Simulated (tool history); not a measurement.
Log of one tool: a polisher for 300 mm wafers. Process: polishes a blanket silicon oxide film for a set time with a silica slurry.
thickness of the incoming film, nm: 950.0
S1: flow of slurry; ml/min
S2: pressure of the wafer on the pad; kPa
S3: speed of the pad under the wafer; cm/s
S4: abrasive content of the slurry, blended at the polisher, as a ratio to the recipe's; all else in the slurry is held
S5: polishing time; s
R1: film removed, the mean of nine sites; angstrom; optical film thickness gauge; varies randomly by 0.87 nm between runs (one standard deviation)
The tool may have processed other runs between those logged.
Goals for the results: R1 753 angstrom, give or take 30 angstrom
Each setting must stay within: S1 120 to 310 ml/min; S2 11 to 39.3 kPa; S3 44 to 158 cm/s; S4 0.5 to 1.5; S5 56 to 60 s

run	hour	S1	S2	S3	S4	S5	R1
1	0	200	24.8	100	1	56	1469.6
2	4.6	200	20.7	96	1	56	1237.3
3	6.5	200	20.7	74	1	56	989.95
4	14.4	200	20.7	74	1	56	981.18
5	22.6	200	18.6	74	1	56	914.09
6	24.8	200	21.4	74	1	56	1022.2
7	28.8	200	19.3	74	1	56	934.97
8	32.1	200	17.9	74	1	56	871.45
9	33.1	200	17.2	74	1	56	846.21
10	36.1	200	16.5	74	1	56	846.04
11	37.9	200	15.9	74	1	56	818.24

Which single option among these 4 for the next run brings every result within its allowed miss of target? Just one does.
A	39.7	275	14.5	74	0.9	56	?
B	39.7	260	12.4	62	1.15	59	?
C	39.7	125	17.2	80	0.85	58	?
D	39.7	195	11.7	92	0.65	58	?

move	R1
A	746.62
B	671.13
C	808.5
D	661.52
A: meets every target
B: pushes the last run's worst result past its target
C: moves toward the targets from the last run without getting all of them in spec
D: pushes the last run's worst result past its target
A meets every target.
